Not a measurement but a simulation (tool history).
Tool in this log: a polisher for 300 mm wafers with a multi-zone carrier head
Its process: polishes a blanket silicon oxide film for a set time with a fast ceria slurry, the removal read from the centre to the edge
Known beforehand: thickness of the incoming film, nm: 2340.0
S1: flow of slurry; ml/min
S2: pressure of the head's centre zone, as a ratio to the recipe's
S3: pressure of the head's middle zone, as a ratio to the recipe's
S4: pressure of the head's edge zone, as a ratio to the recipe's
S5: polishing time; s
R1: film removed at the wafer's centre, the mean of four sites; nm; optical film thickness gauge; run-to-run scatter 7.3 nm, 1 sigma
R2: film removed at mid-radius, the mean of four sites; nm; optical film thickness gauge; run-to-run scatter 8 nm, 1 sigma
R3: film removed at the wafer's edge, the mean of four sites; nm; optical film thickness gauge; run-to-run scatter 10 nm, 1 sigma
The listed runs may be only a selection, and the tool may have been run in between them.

run  hour   S1    S2    S3    S4  S5      R1      R2      R3
  1     0  310     1     1     1  64  844.03  851.78  863.43
  2   1.4  310  0.99  0.99  0.98  62  782.02  822.51  812.64
  3     9  310  0.99  0.99  1.01  62  807.13  823.26  834.13
  4  10.9  310  0.98  0.97  0.98  61  763.72  796.23  800.87
  5  17.8  310  0.98  0.97  1.05  61  777.52  796.88  822.28
  6  23.3  265  0.98  0.97  1.05  61   782.9  767.13  807.92

The next listed run, before its measurement:
  7  28.9  265  0.98  0.97  1.05  61   ?   ?   ?

{"run 7": {"R1": 770.98, "R2": 774.76, "R3": 814.38}}

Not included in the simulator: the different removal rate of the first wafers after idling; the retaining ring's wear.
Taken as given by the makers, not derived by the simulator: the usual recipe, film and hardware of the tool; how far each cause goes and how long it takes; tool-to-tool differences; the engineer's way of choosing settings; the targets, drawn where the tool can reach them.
